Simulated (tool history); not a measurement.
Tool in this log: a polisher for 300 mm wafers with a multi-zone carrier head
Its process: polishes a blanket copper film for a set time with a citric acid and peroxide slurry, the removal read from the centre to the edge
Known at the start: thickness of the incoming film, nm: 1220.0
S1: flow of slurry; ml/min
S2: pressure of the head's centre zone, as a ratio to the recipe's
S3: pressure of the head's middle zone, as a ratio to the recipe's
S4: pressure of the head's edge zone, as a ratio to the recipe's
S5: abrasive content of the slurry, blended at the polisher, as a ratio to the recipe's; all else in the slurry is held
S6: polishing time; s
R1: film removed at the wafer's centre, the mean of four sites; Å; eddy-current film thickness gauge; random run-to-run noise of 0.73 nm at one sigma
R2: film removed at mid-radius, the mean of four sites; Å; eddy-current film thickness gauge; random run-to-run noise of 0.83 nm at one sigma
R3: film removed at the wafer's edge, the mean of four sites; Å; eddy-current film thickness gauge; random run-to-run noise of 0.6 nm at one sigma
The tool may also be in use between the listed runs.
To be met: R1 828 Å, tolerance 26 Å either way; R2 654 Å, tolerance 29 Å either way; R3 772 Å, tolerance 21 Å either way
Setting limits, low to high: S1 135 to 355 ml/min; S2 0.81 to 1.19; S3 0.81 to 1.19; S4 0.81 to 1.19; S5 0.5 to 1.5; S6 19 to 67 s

run	hour	S1	S2	S3	S4	S5	S6	R1	R2	R3
1	0	225	1	1	1	1	43	1278.6	1289.5	1276.6
2	4.5	270	1	1	1	1	43	1294.8	1301.8	1289
3	6.9	270	1	0.93	1	1	43	1296.2	1250.4	1306.6
4	7.9	270	1.07	0.93	1	1	43	1376	1247.1	1304.9
5	12.6	265	1.08	0.91	1	0.9	40	1254.3	1107.7	1181.7
6	18.4	265	1.08	0.91	1	0.7	40	1247.8	1085	1155.5
7	22.4	255	1.08	0.89	1	0.65	37	1118.8	934.38	1035.1
8	28.1	240	1.07	0.88	0.98	0.6	36	1058.6	912.76	989.17
9	30.6	235	1.07	0.87	0.98	0.6	34	985.68	862.44	941.78
10	37.7	235	1.08	0.86	0.99	0.6	33	995.6	830.21	931.34
11	45.6	230	1.08	0.85	0.99	0.6	32	945.87	764.18	881.02
12	52.3	220	1.08	0.84	0.98	0.6	32	931.88	755.78	882.42
13	53.2	210	1.08	0.83	0.96	0.6	32	923.85	747.68	873.56
14	58.9	200	1.08	0.83	0.95	0.6	32	935.97	760.12	865.84
15	66.7	195	1.08	0.83	0.95	0.6	31	896.63	718.59	815.8
16	69.7	185	1.08	0.83	0.95	0.6	31	898.21	721.63	831.08
17	77.9	180	1.08	0.83	0.95	0.6	31	879.55	716.89	835.66
18	84.7	175	1.08	0.83	0.95	0.6	31	879.04	711.21	829.4
19	92	170	1.08	0.83	0.95	0.6	31	868.28	716.83	822.49

Which of these 5 next moves meets every target?
A	99.3	225	1.14	0.81	0.85	0.5	30	?	?	?
B	99.3	165	1.16	0.81	0.94	0.65	27	?	?	?
C	99.3	175	1.14	0.85	1.05	0.7	27	?	?	?
D	99.3	205	1.08	0.81	0.81	0.5	29	?	?	?
E	99.3	180	1.19	0.83	0.88	0.5	29	?	?	?

move	R1	R2	R3
A	899.31	687.16	762.19
B	809.99	611.03	717.88
C	812.22	647.69	769.33
D	812.46	656.63	714.89
E	877.85	657.23	731.53
A: meets the target for the result that was furthest off, but another lies outside its allowed miss
B: the result that was furthest off in the last run now lies on the other side of its target
C: every result lands within tolerance
D: the result that was furthest off in the last run now lies on the other side of its target
E: the result that was furthest off in the last run now lies on the other side of its target
Go with C: it meets all targets.

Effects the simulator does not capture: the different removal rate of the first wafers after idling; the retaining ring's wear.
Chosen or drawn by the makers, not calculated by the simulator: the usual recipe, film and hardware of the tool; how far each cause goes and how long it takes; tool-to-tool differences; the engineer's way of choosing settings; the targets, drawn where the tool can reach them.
